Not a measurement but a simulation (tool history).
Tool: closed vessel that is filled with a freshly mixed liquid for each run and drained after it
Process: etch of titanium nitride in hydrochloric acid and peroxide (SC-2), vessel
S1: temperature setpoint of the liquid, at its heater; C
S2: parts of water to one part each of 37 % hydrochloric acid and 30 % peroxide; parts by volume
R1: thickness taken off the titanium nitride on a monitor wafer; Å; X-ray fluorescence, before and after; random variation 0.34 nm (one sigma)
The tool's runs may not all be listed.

run 1 hour=0.0 | S1=52.0 S2=12.0 time_in_the_liquid_(s)=1490 | R1=193.13
run 2 hour=1.7 | S1=55.5 S2=12.0 time_in_the_liquid_(s)=1490 | R1=242.38
run 3 hour=5.3 | S1=55.5 S2=8.5 time_in_the_liquid_(s)=1490 | R1=325.21
run 4 hour=11.8 | S1=55.5 S2=12.0 time_in_the_liquid_(s)=1490 | R1=243.27
run 5 hour=20.7 | S1=58.5 S2=12.0 time_in_the_liquid_(s)=1490 | R1=293.99
run 6 hour=25.6 | S1=60.5 S2=12.0 time_in_the_liquid_(s)=1490 | R1=335.60
run 7 hour=32.3 | S1=62.0 S2=12.0 time_in_the_liquid_(s)=1490 | R1=366.52
run 8 hour=38.0 | S1=63.5 S2=12.0 time_in_the_liquid_(s)=1490 | R1=397.16

The next listed run, before its measurement:
run 9 hour=43.9 | S1=64.5 S2=12.0 time_in_the_liquid_(s)=1490 | R1=?

Run 9 gave R1 430.87 Å.
